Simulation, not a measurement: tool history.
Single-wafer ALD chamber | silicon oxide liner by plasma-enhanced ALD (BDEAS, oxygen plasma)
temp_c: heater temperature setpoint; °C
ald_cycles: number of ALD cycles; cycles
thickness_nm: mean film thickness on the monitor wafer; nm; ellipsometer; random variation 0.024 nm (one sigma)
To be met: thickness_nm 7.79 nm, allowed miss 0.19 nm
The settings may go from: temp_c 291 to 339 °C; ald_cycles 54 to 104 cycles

run,hour,temp_c,ald_cycles,thickness_nm
1,0,315,79,6.9167
2,2.1,310,79,6.9875
3,6.4,319,79,6.915
4,13.5,319,82,7.1916
5,16.7,314,82,7.2626
6,21.6,323,82,7.1492
7,24.4,323,84,7.3121
# hour 27.3: thermocouple changed; heater temperature recalibrated
8,27.3,323,85,7.3737
9,29,323,86,7.49
10,31.9,323,87,7.5997

4 next moves are on the table. One of them brings every result within its allowed miss. Which?
A,34.8,319,85,?
B,34.8,309,87,?
C,34.8,323,83,?
D,34.8,330,97,?

move,thickness_nm
A,7.437
B,7.7367
C,7.2144
D,8.334
A: further off than the last run
B: meets every target
C: further off than the last run
D: takes the result that was furthest off past its target
Answer: B
